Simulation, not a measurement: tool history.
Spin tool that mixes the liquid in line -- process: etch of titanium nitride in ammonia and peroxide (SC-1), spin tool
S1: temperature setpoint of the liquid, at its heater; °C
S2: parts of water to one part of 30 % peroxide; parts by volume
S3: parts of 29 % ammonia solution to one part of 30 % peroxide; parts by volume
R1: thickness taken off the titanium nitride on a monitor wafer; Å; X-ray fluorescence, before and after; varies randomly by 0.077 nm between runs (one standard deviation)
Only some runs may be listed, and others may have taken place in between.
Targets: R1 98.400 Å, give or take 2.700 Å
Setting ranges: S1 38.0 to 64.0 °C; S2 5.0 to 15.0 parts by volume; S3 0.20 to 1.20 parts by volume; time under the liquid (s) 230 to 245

run 1 day=0.000 | S1=48.0 S2=8.5 S3=0.80 time_under_the_liquid_(s)=230 | R1=117.440
run 2 day=0.329 | S1=52.5 S2=8.5 S3=0.80 time_under_the_liquid_(s)=230 | R1=158.110
run 3 day=0.696 | S1=52.5 S2=8.5 S3=0.80 time_under_the_liquid_(s)=230 | R1=159.490
run 4 day=0.988 | S1=52.5 S2=7.0 S3=0.80 time_under_the_liquid_(s)=230 | R1=175.930
run 5 day=1.212 | S1=50.0 S2=7.0 S3=0.80 time_under_the_liquid_(s)=230 | R1=146.460
run 6 day=1.417 | S1=48.0 S2=7.0 S3=0.80 time_under_the_liquid_(s)=230 | R1=127.380
run 7 day=1.546 | S1=47.0 S2=7.0 S3=0.80 time_under_the_liquid_(s)=230 | R1=117.800
run 8 day=1.917 | S1=46.0 S2=7.0 S3=0.80 time_under_the_liquid_(s)=230 | R1=112.070
run 9 day=2.042 | S1=45.5 S2=7.0 S3=0.80 time_under_the_liquid_(s)=230 | R1=106.080
run 10 day=2.079 | S1=45.0 S2=7.0 S3=0.80 time_under_the_liquid_(s)=230 | R1=103.490

Which of these 5 next moves meets every target?
run A day=2.117 | S1=45.5 S2=5.0 S3=0.25 time_under_the_liquid_(s)=245 | R1=?
run B day=2.117 | S1=46.5 S2=7.0 S3=0.70 time_under_the_liquid_(s)=235 | R1=?
run C day=2.117 | S1=45.0 S2=7.5 S3=0.70 time_under_the_liquid_(s)=230 | R1=?
run D day=2.117 | S1=45.0 S2=7.0 S3=0.65 time_under_the_liquid_(s)=245 | R1=?
run E day=2.117 | S1=43.5 S2=6.0 S3=1.00 time_under_the_liquid_(s)=245 | R1=?

move=A R1=110.170
move=B R1=114.350
move=C R1=97.216
move=D R1=105.880
move=E R1=108.520
A: further off than the last run
B: further off than the last run
C: meets every target
D: further off than the last run
E: further off than the last run
C meets every target.
